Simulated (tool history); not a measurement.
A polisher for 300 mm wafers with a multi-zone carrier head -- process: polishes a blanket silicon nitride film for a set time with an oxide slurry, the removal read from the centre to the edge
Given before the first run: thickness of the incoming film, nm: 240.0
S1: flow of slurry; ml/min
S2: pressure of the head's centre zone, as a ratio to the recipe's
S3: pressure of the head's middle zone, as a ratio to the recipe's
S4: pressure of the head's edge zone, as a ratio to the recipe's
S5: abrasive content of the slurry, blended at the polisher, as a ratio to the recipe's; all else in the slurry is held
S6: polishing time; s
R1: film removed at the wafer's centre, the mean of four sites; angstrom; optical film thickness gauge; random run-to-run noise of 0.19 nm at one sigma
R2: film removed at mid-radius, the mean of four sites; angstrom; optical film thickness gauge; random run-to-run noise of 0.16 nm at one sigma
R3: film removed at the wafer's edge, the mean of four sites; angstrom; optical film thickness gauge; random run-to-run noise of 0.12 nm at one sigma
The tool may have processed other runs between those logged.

run	hour	S1	S2	S3	S4	S5	S6	R1	R2	R3
1	0.0	280	1.00	1.00	1.00	1.0	30	212.30	214.78	217.07
2	4.9	280	1.00	1.06	1.00	1.0	30	213.03	228.96	213.15
3	12.8	280	0.94	1.06	1.00	1.0	30	199.37	222.69	212.52
4	16.6	280	0.89	1.06	1.00	1.0	30	189.97	228.53	213.27
5	22.1	280	0.89	1.06	1.00	1.0	25	156.67	188.28	176.90
6	30.6	280	0.81	1.06	1.00	1.0	25	142.25	189.35	178.12

The next listed run, before its measurement:
7	33.9	290	0.86	1.05	1.01	1.0	25	?	?	?

R1: 154.45 angstrom
R2: 187.19 angstrom
R3: 177.19 angstrom
